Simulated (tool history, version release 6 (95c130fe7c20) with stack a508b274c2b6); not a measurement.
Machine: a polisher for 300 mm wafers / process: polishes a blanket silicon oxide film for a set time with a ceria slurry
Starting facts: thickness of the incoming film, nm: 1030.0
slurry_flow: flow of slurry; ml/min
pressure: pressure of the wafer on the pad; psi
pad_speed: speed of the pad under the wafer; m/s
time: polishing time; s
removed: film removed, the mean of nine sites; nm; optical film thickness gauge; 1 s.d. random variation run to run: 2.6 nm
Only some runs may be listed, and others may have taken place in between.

Run 1, day 0.000: slurry_flow 125 ml/min, pressure 3.4 psi, pad_speed 1.34 m/s, time 75 s. Result: removed 553.55 nm.
Run 2, day 0.179: slurry_flow 120 ml/min, pressure 3.1 psi, pad_speed 1.26 m/s, time 75 s. Result: removed 466.51 nm.
Run 3, day 0.250: slurry_flow 115 ml/min, pressure 2.9 psi, pad_speed 1.22 m/s, time 75 s. Result: removed 424.62 nm.
Run 4, day 0.517: slurry_flow 115 ml/min, pressure 2.7 psi, pad_speed 1.18 m/s, time 75 s. Result: removed 385.04 nm.
Run 5, day 0.662: slurry_flow 115 ml/min, pressure 2.5 psi, pad_speed 1.14 m/s, time 75 s. Result: removed 339.42 nm.
Run 6, day 0.917: slurry_flow 115 ml/min, pressure 2.4 psi, pad_speed 1.12 m/s, time 75 s. Result: removed 330.69 nm.
Run 7, day 1.038: slurry_flow 115 ml/min, pressure 2.4 psi, pad_speed 1.12 m/s, time 75 s. Result: removed 321.73 nm.
Run 8, day 1.062: slurry_flow 100 ml/min, pressure 1.5 psi, pad_speed 0.88 m/s, time 75 s. Result: removed 166.54 nm.
Run 9, day 1.112: slurry_flow 105 ml/min, pressure 1.5 psi, pad_speed 0.88 m/s, time 75 s. Result: removed 165.10 nm.
Run 10, day 1.354: slurry_flow 110 ml/min, pressure 1.6 psi, pad_speed 0.88 m/s, time 75 s. Result: removed 175.91 nm.
Run 11, day 1.517: slurry_flow 115 ml/min, pressure 1.6 psi, pad_speed 0.88 m/s, time 75 s. Result: removed 185.35 nm.
Run 12, day 1.771: slurry_flow 120 ml/min, pressure 1.6 psi, pad_speed 0.88 m/s, time 75 s. Result: removed 182.22 nm.
Run 13, day 1.846: slurry_flow 125 ml/min, pressure 1.6 psi, pad_speed 0.88 m/s, time 75 s. Result: removed 182.77 nm.
Run 14, day 2.000: slurry_flow 130 ml/min, pressure 1.6 psi, pad_speed 0.88 m/s, time 75 s. Result: removed 184.59 nm.
Run 15, day 2.075: slurry_flow 135 ml/min, pressure 1.6 psi, pad_speed 0.88 m/s, time 75 s. Result: removed 190.04 nm.

What will run 16 give?
Run 16, day 2.338: slurry_flow 140 ml/min, pressure 1.6 psi, pad_speed 0.88 m/s, time 75 s. Result: removed ?.

Run 16 produced removed 189.58 nm.
